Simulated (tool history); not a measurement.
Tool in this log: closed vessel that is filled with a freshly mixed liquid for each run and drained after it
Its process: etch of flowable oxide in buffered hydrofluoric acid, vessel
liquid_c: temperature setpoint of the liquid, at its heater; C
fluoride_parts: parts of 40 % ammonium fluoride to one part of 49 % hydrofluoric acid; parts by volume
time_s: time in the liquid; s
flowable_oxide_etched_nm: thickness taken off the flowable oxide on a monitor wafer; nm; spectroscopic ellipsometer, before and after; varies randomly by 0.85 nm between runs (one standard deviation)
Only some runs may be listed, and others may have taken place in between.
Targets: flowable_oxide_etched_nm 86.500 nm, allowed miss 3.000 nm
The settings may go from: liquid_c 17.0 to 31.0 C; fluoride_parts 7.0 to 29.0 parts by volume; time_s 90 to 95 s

run    day  liquid_c  fluoride_parts  time_s  flowable_oxide_etched_nm
  1  0.000      23.0            18.0      90                   118.890
  2  0.133      22.0            18.0      90                   113.720
  3  0.350      21.0            18.0      90                   108.070
  4  0.438      24.0            18.0      90                   127.280
  5  0.483      22.5            18.0      90                   116.840
  6  0.617      21.5            18.0      90                   111.560
  7  0.850      20.5            18.0      90                   106.460
  8  1.192      20.5            18.0      90                   103.850
  9  1.562      20.0            18.0      90                   101.840
 10  1.696      19.5            18.0      90                    99.143
 11  1.971      19.0            18.0      90                    97.454

Which of these 5 next moves meets every target?
  A  2.246      17.5            17.0      90                         ?
  B  2.246      17.0            18.0      90                         ?
  C  2.246      19.5            17.0      95                         ?
  D  2.246      17.5            13.5      90                         ?
  E  2.246      18.0            17.5      90                         ?

move  flowable_oxide_etched_nm
   A                    92.330
   B                    84.805
   C                   109.150
   D                   115.850
   E                    92.317
A: closes in on the targets versus the last run, not all within tolerance yet
B: in spec on every target
C: moves away from the targets compared with the last run
D: moves away from the targets compared with the last run
E: closes in on the targets versus the last run, not all within tolerance yet
B meets every target.
